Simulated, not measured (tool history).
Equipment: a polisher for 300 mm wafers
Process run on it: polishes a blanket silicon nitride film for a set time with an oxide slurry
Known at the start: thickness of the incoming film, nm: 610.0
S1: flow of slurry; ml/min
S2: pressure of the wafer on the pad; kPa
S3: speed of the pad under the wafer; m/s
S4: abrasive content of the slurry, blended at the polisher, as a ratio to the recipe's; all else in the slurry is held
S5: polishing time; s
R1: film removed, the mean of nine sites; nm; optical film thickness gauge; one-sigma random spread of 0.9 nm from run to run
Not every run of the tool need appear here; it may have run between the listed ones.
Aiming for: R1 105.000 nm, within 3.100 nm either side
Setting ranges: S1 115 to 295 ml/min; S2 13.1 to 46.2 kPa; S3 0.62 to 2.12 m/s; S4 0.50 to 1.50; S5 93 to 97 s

{"run": 1, "hour": 0.0, "S1": 190, "S2": 29.6, "S3": 1.36, "S4": 1.0, "S5": 93, "R1": 81.452}
{"run": 2, "hour": 5.2, "S1": 190, "S2": 29.6, "S3": 1.36, "S4": 0.8, "S5": 93, "R1": 73.54}
{"run": 3, "hour": 12.6, "S1": 190, "S2": 33.1, "S3": 1.36, "S4": 0.8, "S5": 93, "R1": 81.382}
{"run": 4, "hour": 18.1, "S1": 195, "S2": 34.5, "S3": 1.36, "S4": 0.8, "S5": 93, "R1": 83.885}
{"run": 5, "hour": 24.4, "S1": 195, "S2": 35.9, "S3": 1.36, "S4": 0.8, "S5": 93, "R1": 87.349}
{"run": 6, "hour": 27.4, "S1": 195, "S2": 37.2, "S3": 1.36, "S4": 0.8, "S5": 93, "R1": 91.107}
{"run": 7, "hour": 31.2, "S1": 195, "S2": 37.9, "S3": 1.36, "S4": 0.8, "S5": 93, "R1": 91.855}
{"run": 8, "hour": 37.8, "S1": 195, "S2": 38.6, "S3": 1.36, "S4": 0.8, "S5": 93, "R1": 94.188}
{"run": 9, "hour": 40.5, "S1": 195, "S2": 39.3, "S3": 1.36, "S4": 0.8, "S5": 93, "R1": 97.499}

Pick the move, out of 5, that brings all results within their allowed miss; only one does.
{"run": "A", "hour": 43.2, "S1": 295, "S2": 40.0, "S3": 1.3, "S4": 0.85, "S5": 96, "R1": "?"}
{"run": "B", "hour": 43.2, "S1": 140, "S2": 37.9, "S3": 1.8, "S4": 0.65, "S5": 93, "R1": "?"}
{"run": "C", "hour": 43.2, "S1": 210, "S2": 41.4, "S3": 1.3, "S4": 0.75, "S5": 97, "R1": "?"}
{"run": "D", "hour": 43.2, "S1": 195, "S2": 37.2, "S3": 1.44, "S4": 1.1, "S5": 97, "R1": "?"}
{"run": "E", "hour": 43.2, "S1": 235, "S2": 39.3, "S3": 1.34, "S4": 0.85, "S5": 93, "R1": "?"}

move=A R1=104.820
move=B R1=95.716
move=C R1=99.307
move=D R1=114.080
move=E R1=99.657
A: every result lands within tolerance
B: lands further from the targets than the last run did
C: better than the last run, though not everything is in spec
D: takes the biggest miss from the last run beyond its target
E: better than the last run, though not everything is in spec
A meets every target.

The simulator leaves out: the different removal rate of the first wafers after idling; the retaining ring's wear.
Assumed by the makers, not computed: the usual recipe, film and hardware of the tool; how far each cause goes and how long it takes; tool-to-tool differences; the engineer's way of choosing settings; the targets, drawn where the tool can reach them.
